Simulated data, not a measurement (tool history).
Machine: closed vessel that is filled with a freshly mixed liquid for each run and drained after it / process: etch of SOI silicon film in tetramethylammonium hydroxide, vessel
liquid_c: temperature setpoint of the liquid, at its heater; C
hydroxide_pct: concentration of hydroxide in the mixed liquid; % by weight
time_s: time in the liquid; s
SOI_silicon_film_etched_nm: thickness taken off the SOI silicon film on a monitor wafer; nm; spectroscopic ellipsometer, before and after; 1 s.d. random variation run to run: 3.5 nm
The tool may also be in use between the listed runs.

run 1 hour=0 | liquid_c=61 hydroxide_pct=8 time_s=95 | SOI_silicon_film_etched_nm=388.26
run 2 hour=6.6 | liquid_c=61.5 hydroxide_pct=8 time_s=95 | SOI_silicon_film_etched_nm=403.83
run 3 hour=14.7 | liquid_c=62 hydroxide_pct=8 time_s=95 | SOI_silicon_film_etched_nm=413.06
run 4 hour=17 | liquid_c=60 hydroxide_pct=8 time_s=95 | SOI_silicon_film_etched_nm=363.06
run 5 hour=18.1 | liquid_c=61 hydroxide_pct=8 time_s=95 | SOI_silicon_film_etched_nm=387.55
run 6 hour=26.3 | liquid_c=61 hydroxide_pct=7 time_s=95 | SOI_silicon_film_etched_nm=400
run 7 hour=35.2 | liquid_c=61 hydroxide_pct=7 time_s=95 | SOI_silicon_film_etched_nm=400.71
run 8 hour=41.8 | liquid_c=61 hydroxide_pct=7 time_s=95 | SOI_silicon_film_etched_nm=408.62
run 9 hour=44.2 | liquid_c=61.5 hydroxide_pct=7 time_s=95 | SOI_silicon_film_etched_nm=417.02

Predict the results of run 10:
run 10 hour=49.3 | liquid_c=67 hydroxide_pct=7 time_s=95 | SOI_silicon_film_etched_nm=?

Run 10 came out at SOI_silicon_film_etched_nm 580.45 nm.
